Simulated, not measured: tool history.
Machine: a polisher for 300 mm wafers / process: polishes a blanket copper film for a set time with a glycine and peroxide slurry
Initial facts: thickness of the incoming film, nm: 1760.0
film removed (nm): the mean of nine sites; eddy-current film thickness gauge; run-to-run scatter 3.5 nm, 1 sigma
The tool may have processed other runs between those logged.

run,hour,flow of slurry (ml/min),pressure of the wafer on the pad (psi),speed of the pad under the wafer (cm/s),polishing time (s),film removed (nm)
1,0.0,180,2.3,116,46,270.27
2,3.5,185,2.5,116,46,289.90
3,8.2,185,2.5,116,46,290.96
4,15.8,190,2.7,116,46,319.22
5,17.9,200,2.8,116,46,325.34
6,23.8,200,2.8,116,46,327.15
7,32.8,200,2.9,116,46,336.46
8,36.4,200,3.0,116,46,344.25
9,39.1,205,3.1,116,46,356.57

What will run 10 give?
10,42.8,210,3.2,116,46,?

film removed (nm): 364.64
